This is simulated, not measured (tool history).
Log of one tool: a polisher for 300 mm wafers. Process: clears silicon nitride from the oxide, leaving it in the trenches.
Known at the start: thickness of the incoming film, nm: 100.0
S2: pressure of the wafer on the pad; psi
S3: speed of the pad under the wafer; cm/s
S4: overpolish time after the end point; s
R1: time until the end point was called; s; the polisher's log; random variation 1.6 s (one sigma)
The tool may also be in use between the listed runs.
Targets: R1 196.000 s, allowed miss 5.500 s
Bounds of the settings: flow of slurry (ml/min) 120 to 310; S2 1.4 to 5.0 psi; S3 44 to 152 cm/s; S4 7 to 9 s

run 1 hour=0.0 | flow_of_slurry_(ml/min)=200 S2=3.2 S3=98 S4=9 | R1=105.780
run 2 hour=3.8 | flow_of_slurry_(ml/min)=165 S2=3.2 S3=98 S4=9 | R1=108.450
run 3 hour=5.5 | flow_of_slurry_(ml/min)=165 S2=3.8 S3=98 S4=9 | R1=92.719
run 4 hour=11.6 | flow_of_slurry_(ml/min)=160 S2=3.0 S3=94 S4=9 | R1=119.110
run 5 hour=16.0 | flow_of_slurry_(ml/min)=160 S2=3.0 S3=94 S4=7 | R1=120.190
run 6 hour=20.1 | flow_of_slurry_(ml/min)=160 S2=3.0 S3=94 S4=9 | R1=119.720
run 7 hour=21.5 | flow_of_slurry_(ml/min)=155 S2=2.5 S3=92 S4=9 | R1=144.350
run 8 hour=23.7 | flow_of_slurry_(ml/min)=145 S2=1.6 S3=92 S4=9 | R1=226.240

Which of these 5 next moves meets every target?
run A hour=25.9 | flow_of_slurry_(ml/min)=160 S2=1.8 S3=54 S4=9 | R1=?
run B hour=25.9 | flow_of_slurry_(ml/min)=215 S2=2.0 S3=44 S4=8 | R1=?
run C hour=25.9 | flow_of_slurry_(ml/min)=140 S2=1.6 S3=98 S4=7 | R1=?
run D hour=25.9 | flow_of_slurry_(ml/min)=165 S2=1.6 S3=112 S4=9 | R1=?
run E hour=25.9 | flow_of_slurry_(ml/min)=170 S2=1.9 S3=94 S4=8 | R1=?

move=A R1=272.630
move=B R1=259.610
move=C R1=221.980
move=D R1=196.660
move=E R1=186.590
A: further off than the last run
B: further off than the last run
C: nearer than the last run, and not there yet
D: meets every target
E: takes the result that was furthest off past its target
Move D is the one to make.

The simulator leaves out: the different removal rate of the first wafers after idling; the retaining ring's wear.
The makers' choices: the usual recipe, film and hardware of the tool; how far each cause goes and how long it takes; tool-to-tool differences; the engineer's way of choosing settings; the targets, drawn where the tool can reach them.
